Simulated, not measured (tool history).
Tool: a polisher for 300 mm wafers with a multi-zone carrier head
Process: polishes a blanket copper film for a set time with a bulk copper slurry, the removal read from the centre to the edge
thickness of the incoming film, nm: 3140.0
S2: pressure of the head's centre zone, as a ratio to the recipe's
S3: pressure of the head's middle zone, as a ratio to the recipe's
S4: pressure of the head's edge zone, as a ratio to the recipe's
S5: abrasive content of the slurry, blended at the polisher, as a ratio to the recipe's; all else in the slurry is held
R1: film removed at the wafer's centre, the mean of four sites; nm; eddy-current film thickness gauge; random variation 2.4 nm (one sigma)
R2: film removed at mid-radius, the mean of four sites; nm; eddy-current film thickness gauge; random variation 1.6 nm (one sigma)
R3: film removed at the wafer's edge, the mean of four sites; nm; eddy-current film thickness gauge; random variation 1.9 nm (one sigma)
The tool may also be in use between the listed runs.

{"run": 1, "hour": 0.0, "flow of slurry (ml/min)": 240, "S2": 1.0, "S3": 1.0, "S4": 1.0, "S5": 1.0, "polishing time (s)": 56, "R1": 317.53, "R2": 314.99, "R3": 325.99}
{"run": 2, "hour": 5.8, "flow of slurry (ml/min)": 240, "S2": 1.01, "S3": 0.98, "S4": 0.97, "S5": 0.9, "polishing time (s)": 53, "R1": 298.64, "R2": 286.76, "R3": 297.51}
{"run": 3, "hour": 11.7, "flow of slurry (ml/min)": 240, "S2": 1.01, "S3": 0.98, "S4": 0.97, "S5": 0.9, "polishing time (s)": 65, "R1": 363.97, "R2": 356.23, "R3": 364.35}
{"run": 4, "hour": 19.6, "flow of slurry (ml/min)": 240, "S2": 1.01, "S3": 1.05, "S4": 0.97, "S5": 0.9, "polishing time (s)": 65, "R1": 366.16, "R2": 373.98, "R3": 363.5}
{"run": 5, "hour": 21.7, "flow of slurry (ml/min)": 235, "S2": 1.02, "S3": 1.02, "S4": 0.95, "S5": 0.8, "polishing time (s)": 60, "R1": 328.93, "R2": 328.51, "R3": 330.14}
{"run": 6, "hour": 24.1, "flow of slurry (ml/min)": 195, "S2": 1.02, "S3": 1.02, "S4": 0.95, "S5": 0.8, "polishing time (s)": 60, "R1": 320.1, "R2": 323.24, "R3": 323.04}
{"hour": 26.3, "done": "edge zone pressure recalibrated"}
{"run": 7, "hour": 26.3, "flow of slurry (ml/min)": 205, "S2": 1.04, "S3": 1.01, "S4": 0.93, "S5": 0.75, "polishing time (s)": 56, "R1": 302.36, "R2": 298.64, "R3": 289.53}
{"run": 8, "hour": 27.1, "flow of slurry (ml/min)": 205, "S2": 1.05, "S3": 0.98, "S4": 0.92, "S5": 0.7, "polishing time (s)": 53, "R1": 278.79, "R2": 267.3, "R3": 265.74}

The next listed run, before its measurement:
{"run": 9, "hour": 34.4, "flow of slurry (ml/min)": 205, "S2": 1.06, "S3": 0.95, "S4": 0.9, "S5": 0.65, "polishing time (s)": 52, "R1": "?", "R2": "?", "R3": "?"}

R1: 279.61 nm
R2: 252.78 nm
R3: 256.04 nm
